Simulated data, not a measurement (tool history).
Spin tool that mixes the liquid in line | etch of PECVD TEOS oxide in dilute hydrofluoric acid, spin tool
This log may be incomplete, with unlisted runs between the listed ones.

| run | day | temperature setpoint of the liquid (°C) | parts of water to one part of 49 % hydrofluoric acid (parts by volume) | time under the liquid (s) | thickness taken off the PECVD TEOS oxide on a monitor wafer (nm) |
|---|---|---|---|---|---|
| 1 | 0.000 | 23.0 | 145 | 270 | 21.482 |
| 2 | 0.371 | 25.0 | 140 | 270 | 23.935 |
| 3 | 0.717 | 26.5 | 135 | 270 | 26.638 |
| 4 | 0.975 | 26.5 | 135 | 270 | 26.641 |
| 5 | 1.175 | 27.5 | 135 | 270 | 27.822 |
| 6 | 1.304 | 25.5 | 135 | 270 | 25.751 |
| 7 | 1.438 | 25.5 | 135 | 270 | 25.755 |

For run 8, what comes out?
| 8 | 1.558 | 27.0 | 135 | 270 | ? |

Run 8 came out at thickness taken off the PECVD TEOS oxide on a monitor wafer (nm) 27.267.

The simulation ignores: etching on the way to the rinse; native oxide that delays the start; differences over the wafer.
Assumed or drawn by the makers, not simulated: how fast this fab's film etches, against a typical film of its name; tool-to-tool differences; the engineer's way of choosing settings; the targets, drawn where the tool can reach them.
